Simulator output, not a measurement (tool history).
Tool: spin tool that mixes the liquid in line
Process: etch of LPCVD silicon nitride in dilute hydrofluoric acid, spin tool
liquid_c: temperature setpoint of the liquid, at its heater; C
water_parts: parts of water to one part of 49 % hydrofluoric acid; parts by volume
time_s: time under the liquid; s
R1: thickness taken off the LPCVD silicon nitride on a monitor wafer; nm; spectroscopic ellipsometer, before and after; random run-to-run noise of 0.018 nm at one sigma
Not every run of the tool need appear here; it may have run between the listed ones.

Run 1, day 0: liquid_c 22 C, water_parts 100 parts by volume, time_s 65 s. Result: R1 0.25788 nm.
Run 2, day 0.096: liquid_c 22 C, water_parts 100 parts by volume, time_s 40 s. Result: R1 0.1546 nm.
Run 3, day 0.292: liquid_c 22 C, water_parts 100 parts by volume, time_s 40 s. Result: R1 0.16145 nm.
Run 4, day 0.488: liquid_c 22 C, water_parts 100 parts by volume, time_s 40 s. Result: R1 0.15585 nm.
Run 5, day 0.529: liquid_c 20.5 C, water_parts 100 parts by volume, time_s 40 s. Result: R1 0.14194 nm.
Run 6, day 0.621: liquid_c 20.5 C, water_parts 70 parts by volume, time_s 40 s. Result: R1 0.20915 nm.
Run 7, day 0.725: liquid_c 22 C, water_parts 65 parts by volume, time_s 40 s. Result: R1 0.24259 nm.
Run 8, day 0.946: liquid_c 26 C, water_parts 25 parts by volume, time_s 60 s. Result: R1 1.1537 nm.

Estimate the outcome of run 9 from the log above:
At day 1.292: hydrofluoric acid flow meter replaced.
Run 9, day 1.292: liquid_c 25 C, water_parts 25 parts by volume, time_s 60 s. Result: R1 ?.

R1: 1.2246 nm
